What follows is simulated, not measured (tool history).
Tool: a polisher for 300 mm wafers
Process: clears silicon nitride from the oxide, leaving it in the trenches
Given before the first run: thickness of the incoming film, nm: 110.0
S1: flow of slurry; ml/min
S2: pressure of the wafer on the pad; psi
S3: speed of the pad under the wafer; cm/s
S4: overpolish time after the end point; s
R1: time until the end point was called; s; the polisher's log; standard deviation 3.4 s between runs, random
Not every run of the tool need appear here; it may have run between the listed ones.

run,hour,S1,S2,S3,S4,R1
1,0,265,2.8,126,8,92.817
2,4.8,265,3.3,126,8,81.335
3,9.3,265,3.3,126,8,81.317
4,16,265,3.3,126,8,78.848
5,17.6,265,2.9,126,8,93.343
6,22.8,265,2.4,126,8,111.72

Forecast run 7:
7,31.3,265,2.3,124,8,?

Logged for run 7: R1 116.38 s.
